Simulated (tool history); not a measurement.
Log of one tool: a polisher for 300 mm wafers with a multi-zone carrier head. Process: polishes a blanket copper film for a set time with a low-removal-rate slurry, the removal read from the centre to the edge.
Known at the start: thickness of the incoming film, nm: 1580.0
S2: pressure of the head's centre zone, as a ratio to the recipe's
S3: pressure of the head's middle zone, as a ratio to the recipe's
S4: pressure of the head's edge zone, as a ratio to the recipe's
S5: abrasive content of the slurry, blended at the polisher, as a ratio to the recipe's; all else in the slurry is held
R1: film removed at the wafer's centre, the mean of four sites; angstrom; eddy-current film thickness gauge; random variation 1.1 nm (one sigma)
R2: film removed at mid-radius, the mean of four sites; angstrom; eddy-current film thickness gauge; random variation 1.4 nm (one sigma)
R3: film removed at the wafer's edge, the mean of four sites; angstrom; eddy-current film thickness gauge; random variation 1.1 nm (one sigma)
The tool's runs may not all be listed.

Run 1, hour 0.0: flow of slurry (ml/min) 130, S2 1.00, S3 1.00, S4 1.00, S5 1.00, polishing time (s) 36. Result: R1 887.04 angstrom, R2 907.57 angstrom, R3 886.53 angstrom.
Run 2, hour 2.9: flow of slurry (ml/min) 135, S2 0.99, S3 0.99, S4 1.03, S5 1.10, polishing time (s) 37. Result: R1 925.05 angstrom, R2 931.01 angstrom, R3 946.59 angstrom.
Run 3, hour 4.4: flow of slurry (ml/min) 135, S2 0.99, S3 0.92, S4 1.03, S5 1.10, polishing time (s) 37. Result: R1 928.57 angstrom, R2 876.57 angstrom, R3 959.37 angstrom.
Run 4, hour 8.6: flow of slurry (ml/min) 140, S2 0.98, S3 0.93, S4 1.05, S5 1.15, polishing time (s) 38. Result: R1 981.24 angstrom, R2 922.96 angstrom, R3 1015.90 angstrom.
Run 5, hour 15.8: flow of slurry (ml/min) 145, S2 0.96, S3 0.94, S4 1.07, S5 1.20, polishing time (s) 39. Result: R1 990.47 angstrom, R2 999.80 angstrom, R3 1041.00 angstrom.
Run 6, hour 24.0: flow of slurry (ml/min) 145, S2 0.96, S3 0.91, S4 1.07, S5 1.20, polishing time (s) 39. Result: R1 978.12 angstrom, R2 959.24 angstrom, R3 1050.00 angstrom.
Run 7, hour 24.8: flow of slurry (ml/min) 145, S2 0.96, S3 0.91, S4 1.08, S5 1.25, polishing time (s) 40. Result: R1 1028.00 angstrom, R2 972.88 angstrom, R3 1090.40 angstrom.

The next listed run, before its measurement:
Run 8, hour 27.4: flow of slurry (ml/min) 150, S2 0.95, S3 0.91, S4 1.09, S5 1.30, polishing time (s) 41. Result: R1 ?, R2 ?, R3 ?.

Run 8 gave R1 1032.10 angstrom, R2 1015.70 angstrom, R3 1164.50 angstrom.

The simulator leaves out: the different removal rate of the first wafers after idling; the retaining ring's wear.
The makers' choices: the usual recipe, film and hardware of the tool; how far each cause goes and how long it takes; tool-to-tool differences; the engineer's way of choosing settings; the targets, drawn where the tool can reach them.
